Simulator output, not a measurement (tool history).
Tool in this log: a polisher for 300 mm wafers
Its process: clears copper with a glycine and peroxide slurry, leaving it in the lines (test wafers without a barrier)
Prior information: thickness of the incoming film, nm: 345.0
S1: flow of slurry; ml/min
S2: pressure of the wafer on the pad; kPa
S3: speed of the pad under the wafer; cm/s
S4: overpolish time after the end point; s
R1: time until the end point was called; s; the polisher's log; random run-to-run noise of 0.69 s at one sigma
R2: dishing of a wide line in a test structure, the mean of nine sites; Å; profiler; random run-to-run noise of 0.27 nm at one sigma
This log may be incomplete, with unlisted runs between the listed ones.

Run 1, hour 0.0: S1 220 ml/min, S2 15.2 kPa, S3 94 cm/s, S4 17 s. Result: R1 88.593 s, R2 364.23 Å.
Run 2, hour 0.6: S1 230 ml/min, S2 14.5 kPa, S3 104 cm/s, S4 15 s. Result: R1 82.121 s, R2 340.85 Å.
Run 3, hour 3.5: S1 230 ml/min, S2 11.0 kPa, S3 104 cm/s, S4 15 s. Result: R1 101.440 s, R2 278.94 Å.
Run 4, hour 11.4: S1 230 ml/min, S2 11.0 kPa, S3 104 cm/s, S4 19 s. Result: R1 104.410 s, R2 345.39 Å.
Run 5, hour 13.3: S1 230 ml/min, S2 13.1 kPa, S3 104 cm/s, S4 19 s. Result: R1 90.136 s, R2 396.55 Å.
Run 6, hour 16.7: S1 230 ml/min, S2 15.9 kPa, S3 104 cm/s, S4 19 s. Result: R1 77.907 s, R2 441.61 Å.
Run 7, hour 19.7: S1 250 ml/min, S2 14.5 kPa, S3 112 cm/s, S4 16 s. Result: R1 78.897 s, R2 373.67 Å.
Run 8, hour 24.3: S1 310 ml/min, S2 11.7 kPa, S3 138 cm/s, S4 8 s. Result: R1 76.768 s, R2 209.76 Å.
Run 9, hour 25.9: S1 315 ml/min, S2 12.4 kPa, S3 140 cm/s, S4 7 s. Result: R1 72.554 s, R2 195.51 Å.
Run 10, hour 26.9: S1 320 ml/min, S2 13.1 kPa, S3 142 cm/s, S4 7 s. Result: R1 68.532 s, R2 212.01 Å.
Run 11, hour 34.2: S1 325 ml/min, S2 13.1 kPa, S3 142 cm/s, S4 7 s. Result: R1 69.286 s, R2 208.79 Å.
Run 12, hour 36.7: S1 330 ml/min, S2 13.1 kPa, S3 142 cm/s, S4 7 s. Result: R1 69.253 s, R2 213.61 Å.

Run 13 comes next. What will it give?
Run 13, hour 45.3: S1 290 ml/min, S2 13.1 kPa, S3 142 cm/s, S4 7 s. Result: R1 ?, R2 ?.

R1: 70.261 s
R2: 208.17 Å
